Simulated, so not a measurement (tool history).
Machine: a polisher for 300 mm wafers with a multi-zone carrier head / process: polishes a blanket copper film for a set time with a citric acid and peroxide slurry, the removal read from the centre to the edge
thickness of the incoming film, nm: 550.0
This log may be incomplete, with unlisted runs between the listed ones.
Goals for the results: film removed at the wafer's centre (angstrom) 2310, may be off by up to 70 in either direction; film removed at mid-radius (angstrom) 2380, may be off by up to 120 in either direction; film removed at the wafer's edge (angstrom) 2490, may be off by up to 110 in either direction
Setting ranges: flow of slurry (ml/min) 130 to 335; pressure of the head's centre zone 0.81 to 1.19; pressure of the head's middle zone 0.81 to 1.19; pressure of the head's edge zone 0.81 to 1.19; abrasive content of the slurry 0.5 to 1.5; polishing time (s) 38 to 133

| run | hour | flow of slurry (ml/min) | pressure of the head's centre zone | pressure of the head's middle zone | pressure of the head's edge zone | abrasive content of the slurry | polishing time (s) | film removed at the wafer's centre (angstrom) | film removed at mid-radius (angstrom) | film removed at the wafer's edge (angstrom) |
|---|---|---|---|---|---|---|---|---|---|---|
| 1 | 0 | 215 | 1 | 1 | 1 | 1 | 85 | 1869.8 | 1876.1 | 1776.7 |
| 2 | 0.7 | 215 | 1 | 0.92 | 1 | 1 | 85 | 1866.7 | 1763.1 | 1855.1 |
| 3 | 1.8 | 220 | 0.99 | 0.93 | 1.02 | 1.1 | 88 | 1957.8 | 1840.4 | 1986.9 |
| 4 | 3.6 | 220 | 1.07 | 0.93 | 1.02 | 1.1 | 88 | 2105.9 | 1820.5 | 1939.6 |
| 5 | 10.4 | 220 | 1.12 | 0.93 | 1.02 | 1.1 | 88 | 2208.3 | 1841.3 | 1947 |
| 6 | 11.7 | 220 | 1.12 | 0.93 | 1.05 | 1.1 | 88 | 2199.9 | 1854.4 | 1955.2 |
| 7 | 18.5 | 225 | 1.09 | 0.95 | 1.08 | 1.2 | 90 | 2261.6 | 1984.6 | 2133.7 |
| 8 | 19.9 | 235 | 1.07 | 0.97 | 1.1 | 1.25 | 90 | 2254.8 | 2012.8 | 2156.7 |
| 9 | 21.7 | 235 | 1.05 | 0.99 | 1.12 | 1.3 | 91 | 2279.9 | 2092.8 | 2232.8 |
| 10 | 27.8 | 235 | 1.03 | 1.01 | 1.13 | 1.35 | 92 | 2308.8 | 2250.3 | 2258.5 |

Pick the move, out of 4, that brings all results within their allowed miss; only one does.
| A | 33.9 | 260 | 0.98 | 0.92 | 1.13 | 1.45 | 89 | ? | ? | ? |
| B | 33.9 | 245 | 1.05 | 0.93 | 1.19 | 1.4 | 91 | ? | ? | ? |
| C | 33.9 | 245 | 0.99 | 1.05 | 1.19 | 1.35 | 96 | ? | ? | ? |
| D | 33.9 | 215 | 1.11 | 1.19 | 0.98 | 1.4 | 89 | ? | ? | ? |

| move | film removed at the wafer's centre (angstrom) | film removed at mid-radius (angstrom) | film removed at the wafer's edge (angstrom) |
|---|---|---|---|
| A | 2151.1 | 2051.4 | 2247 |
| B | 2299.7 | 2081.2 | 2325.3 |
| C | 2281.7 | 2409.4 | 2425.8 |
| D | 2323.4 | 2467.2 | 2029.3 |
A: misses by more than the last run did
B: misses by more than the last run did
C: every result within its allowed miss
D: misses by more than the last run did
C is the move that brings every result within its allowed miss.

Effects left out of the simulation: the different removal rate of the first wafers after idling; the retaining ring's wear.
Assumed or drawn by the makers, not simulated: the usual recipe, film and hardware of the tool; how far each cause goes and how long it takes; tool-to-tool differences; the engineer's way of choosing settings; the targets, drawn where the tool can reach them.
